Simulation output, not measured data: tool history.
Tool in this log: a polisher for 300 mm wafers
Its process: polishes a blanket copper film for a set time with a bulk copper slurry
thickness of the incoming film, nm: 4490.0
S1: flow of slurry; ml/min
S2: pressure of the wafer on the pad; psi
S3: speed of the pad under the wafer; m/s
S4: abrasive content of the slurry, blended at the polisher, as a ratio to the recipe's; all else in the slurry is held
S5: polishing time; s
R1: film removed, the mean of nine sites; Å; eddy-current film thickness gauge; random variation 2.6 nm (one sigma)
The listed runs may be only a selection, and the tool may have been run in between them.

| run | hour | S1 | S2 | S3 | S4 | S5 | R1 |
|---|---|---|---|---|---|---|---|
| 1 | 0.0 | 155 | 3.2 | 1.34 | 1.0 | 54 | 7153.0 |
| 2 | 1.9 | 155 | 3.2 | 1.46 | 1.0 | 54 | 7668.1 |
| 3 | 9.9 | 155 | 3.2 | 1.46 | 1.0 | 54 | 7650.6 |
| 4 | 15.0 | 150 | 3.0 | 1.44 | 1.0 | 54 | 7030.8 |
| 5 | 21.5 | 145 | 2.8 | 1.44 | 1.0 | 54 | 6603.6 |
| 6 | 25.8 | 140 | 2.6 | 1.42 | 1.0 | 54 | 5942.9 |
| 7 | 30.8 | 135 | 2.5 | 1.42 | 1.0 | 54 | 5723.8 |
| 8 | 35.7 | 130 | 2.4 | 1.42 | 1.0 | 54 | 5497.7 |
| 9 | 41.3 | 110 | 1.5 | 1.36 | 1.0 | 54 | 3246.8 |
| 10 | 47.0 | 115 | 1.5 | 1.36 | 1.0 | 54 | 3256.2 |
| 11 | 54.5 | 160 | 1.8 | 1.36 | 1.0 | 54 | 4161.1 |
| 12 | 56.6 | 155 | 1.8 | 1.36 | 1.0 | 54 | 4205.6 |
| 13 | 62.0 | 150 | 1.8 | 1.36 | 1.0 | 54 | 4112.5 |
| 14 | 70.3 | 145 | 1.8 | 1.36 | 1.0 | 54 | 4105.8 |

Expected results for the next run?
| 15 | 78.9 | 140 | 1.8 | 1.36 | 1.0 | 54 | ? |

R1: 4109.1 Å

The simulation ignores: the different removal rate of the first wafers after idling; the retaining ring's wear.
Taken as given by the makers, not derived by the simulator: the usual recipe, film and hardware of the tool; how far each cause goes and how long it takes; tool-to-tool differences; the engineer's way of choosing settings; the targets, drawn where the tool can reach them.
